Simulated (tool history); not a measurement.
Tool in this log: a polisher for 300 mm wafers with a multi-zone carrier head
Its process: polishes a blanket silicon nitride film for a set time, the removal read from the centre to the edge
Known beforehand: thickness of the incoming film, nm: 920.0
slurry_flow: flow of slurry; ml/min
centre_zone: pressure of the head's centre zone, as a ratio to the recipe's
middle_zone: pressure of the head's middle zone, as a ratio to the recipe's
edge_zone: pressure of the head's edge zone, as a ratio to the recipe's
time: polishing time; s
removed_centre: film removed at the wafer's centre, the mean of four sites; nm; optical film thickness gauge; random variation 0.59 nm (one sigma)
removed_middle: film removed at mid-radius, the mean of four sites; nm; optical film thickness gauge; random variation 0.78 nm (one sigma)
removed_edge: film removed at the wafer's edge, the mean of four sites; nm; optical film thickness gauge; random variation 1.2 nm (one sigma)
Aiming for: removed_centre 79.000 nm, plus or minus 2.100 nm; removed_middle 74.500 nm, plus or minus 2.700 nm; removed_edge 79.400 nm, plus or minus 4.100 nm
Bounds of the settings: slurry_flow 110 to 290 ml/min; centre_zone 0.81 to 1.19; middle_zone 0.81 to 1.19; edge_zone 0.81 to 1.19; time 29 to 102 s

run	hour	slurry_flow	centre_zone	middle_zone	edge_zone	time	removed_centre	removed_middle	removed_edge
1	0.0	185	1.00	1.00	1.00	65	117.240	118.400	116.410
2	4.3	185	1.00	1.06	1.00	65	116.610	123.150	115.260
3	12.6	185	1.00	1.06	1.00	81	145.110	153.850	143.320
4	14.6	185	1.04	1.06	1.00	81	150.940	151.640	146.800
5	15.2	185	1.04	1.06	1.04	81	150.630	153.440	149.280
6	20.5	180	1.03	1.03	1.02	75	138.870	141.040	134.410
7	21.9	195	1.01	1.01	1.00	69	124.400	125.750	124.480
8	27.1	145	0.98	0.91	0.90	51	86.169	84.035	85.501
9	33.3	140	0.98	0.90	0.89	51	86.037	82.641	86.005
10	37.8	140	0.98	0.89	0.88	51	85.271	80.503	85.570
11	46.6	140	0.98	0.89	0.87	51	85.761	80.806	83.791
12	53.7	140	0.97	0.88	0.86	51	84.326	79.928	83.603

Which of these 4 next moves meets every target?
A	60.8	175	0.94	0.93	0.82	53	?	?	?
B	60.8	135	0.94	0.82	1.01	50	?	?	?
C	60.8	170	0.94	0.85	0.86	48	?	?	?
D	60.8	160	0.93	0.87	0.81	55	?	?	?

move	removed_centre	removed_middle	removed_edge
A	87.137	89.851	88.234
B	79.263	74.178	89.677
C	78.573	75.409	81.498
D	88.358	87.410	90.438
A: its largest miss is bigger than the last run's
B: puts the biggest miss on target and leaves a different result outside tolerance
C: in spec on every target
D: its largest miss is bigger than the last run's
So the answer is move C, the one that meets all the targets.
